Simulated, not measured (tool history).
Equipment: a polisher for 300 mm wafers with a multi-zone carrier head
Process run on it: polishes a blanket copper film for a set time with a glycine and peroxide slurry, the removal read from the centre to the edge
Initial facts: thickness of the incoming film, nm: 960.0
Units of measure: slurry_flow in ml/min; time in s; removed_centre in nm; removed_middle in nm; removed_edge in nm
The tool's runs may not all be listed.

run,hour,slurry_flow,centre_zone,middle_zone,edge_zone,time,removed_centre,removed_middle,removed_edge
1,0,260,1,1,1,39,141.51,146.23,151.06
2,1,260,1,0.94,1,39,145.71,142.06,148.94
3,8.2,245,0.98,0.9,1.05,36,133.11,123,136.77
4,13.4,285,0.98,0.9,1.05,36,134.03,125.92,145.26
5,16.3,285,0.98,0.9,1.05,26,93.918,91.737,103.59
6,24.5,300,1,0.91,1.08,26,95.475,91.294,103.39
7,28.2,310,0.99,0.9,1.09,27,102.56,93.392,108.32
8,36.5,320,0.97,0.9,1.1,28,103.09,97.542,113.44
9,38.4,330,0.97,0.89,1.11,28,103.14,97.279,113.83
10,46.5,335,0.97,0.88,1.12,28,105.26,98.061,117.7
11,52.8,345,0.97,0.88,1.13,28,104.81,96.562,116.35

What does the tool deliver on the next run?
12,57.6,350,0.97,0.88,1.14,28,?,?,?

{"run 12": {"removed_centre": 106.08, "removed_middle": 97.273, "removed_edge": 115.67}}
